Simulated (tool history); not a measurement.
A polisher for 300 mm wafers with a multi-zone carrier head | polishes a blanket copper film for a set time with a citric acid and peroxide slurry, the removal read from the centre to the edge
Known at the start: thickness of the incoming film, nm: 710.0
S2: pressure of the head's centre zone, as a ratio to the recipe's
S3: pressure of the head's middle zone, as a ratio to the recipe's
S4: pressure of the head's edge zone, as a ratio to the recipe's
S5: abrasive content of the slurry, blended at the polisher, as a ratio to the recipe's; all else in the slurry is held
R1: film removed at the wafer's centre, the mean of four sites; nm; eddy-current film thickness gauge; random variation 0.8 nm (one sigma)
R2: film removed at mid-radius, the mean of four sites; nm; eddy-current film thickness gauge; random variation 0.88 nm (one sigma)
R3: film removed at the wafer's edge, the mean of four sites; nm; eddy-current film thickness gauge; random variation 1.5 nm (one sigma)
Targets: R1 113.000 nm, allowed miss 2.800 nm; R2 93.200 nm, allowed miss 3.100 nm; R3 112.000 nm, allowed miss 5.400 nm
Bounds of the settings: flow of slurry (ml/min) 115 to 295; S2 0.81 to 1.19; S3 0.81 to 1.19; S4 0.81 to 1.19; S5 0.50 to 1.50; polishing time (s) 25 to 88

run 1 hour=0.0 | flow_of_slurry_(ml/min)=190 S2=1.00 S3=1.00 S4=1.00 S5=1.00 polishing_time_(s)=56 | R1=82.116 R2=78.628 R3=81.716
run 2 hour=8.0 | flow_of_slurry_(ml/min)=190 S2=1.00 S3=1.07 S4=1.00 S5=1.00 polishing_time_(s)=56 | R1=81.924 R2=83.401 R3=80.208
run 3 hour=17.0 | flow_of_slurry_(ml/min)=200 S2=1.02 S3=1.04 S4=1.04 S5=1.10 polishing_time_(s)=57 | R1=87.239 R2=85.668 R3=83.737
run 4 hour=25.3 | flow_of_slurry_(ml/min)=195 S2=1.02 S3=0.99 S4=1.06 S5=1.20 polishing_time_(s)=60 | R1=93.623 R2=88.899 R3=91.981
run 5 hour=31.1 | flow_of_slurry_(ml/min)=200 S2=1.03 S3=0.95 S4=1.08 S5=1.25 polishing_time_(s)=61 | R1=97.820 R2=88.371 R3=96.751
run 6 hour=32.2 | flow_of_slurry_(ml/min)=225 S2=1.03 S3=0.95 S4=1.08 S5=1.25 polishing_time_(s)=61 | R1=98.882 R2=89.119 R3=101.960
run 7 hour=33.7 | flow_of_slurry_(ml/min)=275 S2=1.13 S3=0.97 S4=1.11 S5=1.30 polishing_time_(s)=61 | R1=109.390 R2=95.349 R3=105.050
run 8 hour=39.5 | flow_of_slurry_(ml/min)=280 S2=1.13 S3=0.96 S4=1.12 S5=1.30 polishing_time_(s)=61 | R1=109.410 R2=93.474 R3=102.010
run 9 hour=47.1 | flow_of_slurry_(ml/min)=280 S2=1.12 S3=0.94 S4=1.13 S5=1.35 polishing_time_(s)=61 | R1=108.700 R2=94.005 R3=102.580
run 10 hour=52.4 | flow_of_slurry_(ml/min)=260 S2=1.10 S3=0.84 S4=1.19 S5=1.50 polishing_time_(s)=65 | R1=116.700 R2=92.944 R3=118.660
run 11 hour=54.2 | flow_of_slurry_(ml/min)=260 S2=1.10 S3=0.85 S4=1.17 S5=1.45 polishing_time_(s)=65 | R1=117.460 R2=91.441 R3=113.160

Which of these 5 next moves meets every target?
run A hour=56.0 | flow_of_slurry_(ml/min)=260 S2=1.18 S3=0.83 S4=1.18 S5=1.25 polishing_time_(s)=69 | R1=? R2=? R3=?
run B hour=56.0 | flow_of_slurry_(ml/min)=250 S2=1.12 S3=0.89 S4=1.16 S5=1.15 polishing_time_(s)=67 | R1=? R2=? R3=?
run C hour=56.0 | flow_of_slurry_(ml/min)=230 S2=1.04 S3=0.86 S4=1.19 S5=1.20 polishing_time_(s)=67 | R1=? R2=? R3=?
run D hour=56.0 | flow_of_slurry_(ml/min)=250 S2=1.08 S3=0.82 S4=1.19 S5=1.45 polishing_time_(s)=61 | R1=? R2=? R3=?
run E hour=56.0 | flow_of_slurry_(ml/min)=220 S2=1.16 S3=0.82 S4=1.19 S5=1.35 polishing_time_(s)=68 | R1=? R2=? R3=?

move=A R1=124.670 R2=94.326 R3=117.040
move=B R1=113.980 R2=94.616 R3=109.870
move=C R1=108.410 R2=91.974 R3=111.660
move=D R1=107.220 R2=85.268 R3=107.430
move=E R1=120.840 R2=91.812 R3=116.180
A: further off than the last run
B: meets every target
C: takes the result that was furthest off past its target
D: takes the result that was furthest off past its target
E: further off than the last run
Move B is the one to make.
